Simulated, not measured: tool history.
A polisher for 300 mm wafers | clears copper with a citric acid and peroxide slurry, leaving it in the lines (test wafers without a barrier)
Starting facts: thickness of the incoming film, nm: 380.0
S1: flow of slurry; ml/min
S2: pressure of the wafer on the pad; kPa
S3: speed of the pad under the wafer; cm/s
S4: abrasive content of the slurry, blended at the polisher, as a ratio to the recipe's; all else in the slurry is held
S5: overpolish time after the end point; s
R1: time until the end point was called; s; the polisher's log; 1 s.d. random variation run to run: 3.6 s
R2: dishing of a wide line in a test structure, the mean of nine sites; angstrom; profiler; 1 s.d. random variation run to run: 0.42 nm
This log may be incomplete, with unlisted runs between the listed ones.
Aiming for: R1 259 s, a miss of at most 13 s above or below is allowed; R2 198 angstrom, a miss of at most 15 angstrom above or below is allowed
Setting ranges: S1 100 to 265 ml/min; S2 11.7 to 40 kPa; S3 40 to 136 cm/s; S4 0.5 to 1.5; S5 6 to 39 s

run	hour	S1	S2	S3	S4	S5	R1	R2
1	0	170	25.5	88	1	20	199.53	271.73
2	8.8	170	23.4	88	1	19	218.04	240.95
3	9.6	145	23.4	88	1	19	223.46	236.62
4	18	105	23.4	88	1	19	234.33	225.58
5	20.8	105	23.4	88	1	25	246.96	274.22
6	28.2	105	23.4	88	0.8	25	254.03	276.37
7	34.2	110	22.8	88	0.8	22	252	241.78
8	41.7	110	22.1	88	0.8	21	265.52	233.16

Pick the move, out of 4, that brings all results within their allowed miss; only one does.
A	49.2	100	16.5	102	0.9	25	?	?
B	49.2	100	27.6	76	0.55	22	?	?
C	49.2	105	19.3	104	0.8	18	?	?
D	49.2	100	24.1	72	1	20	?	?

move	R1	R2
A	303.51	230.8
B	281.16	223.14
C	261.88	197.99
D	283.65	203.41
A: the biggest miss grows against the last run
B: closes in on the targets versus the last run, not all within tolerance yet
C: each result inside its tolerance
D: brings the last run's worst result on target, with another outside its allowed miss
The right move is C.

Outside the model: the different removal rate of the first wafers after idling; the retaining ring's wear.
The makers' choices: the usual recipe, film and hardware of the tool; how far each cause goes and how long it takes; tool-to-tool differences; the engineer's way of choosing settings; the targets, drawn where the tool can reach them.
